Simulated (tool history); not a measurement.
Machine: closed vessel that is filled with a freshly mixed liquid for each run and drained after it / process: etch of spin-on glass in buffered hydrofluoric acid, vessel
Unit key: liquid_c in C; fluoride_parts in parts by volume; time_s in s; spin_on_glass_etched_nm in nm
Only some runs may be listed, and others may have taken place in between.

run  hour  liquid_c  fluoride_parts  time_s  spin_on_glass_etched_nm
  1   0.0      20.0            17.5     100                   159.89
  2   6.0      20.0            22.5     100                   127.64
  3  10.6      17.5            22.5     100                   113.27
  4  13.7      19.5            21.5     100                   130.65
  5  20.9      23.0            21.5     100                   158.94
  6  29.9      23.0            21.5     100                   156.89
  7  32.1      24.0            21.0     100                   168.81
  8  34.9      25.0            20.5     100                   181.54
  9  38.2      25.5            20.0     100                   189.22
 10  43.1      26.0            19.5     100                   199.72

Run 11, settings as shown, results not yet in. Your forecast:
 11  48.4      26.5            19.5     100                        ?

{"run 11": {"spin_on_glass_etched_nm": 203.3}}
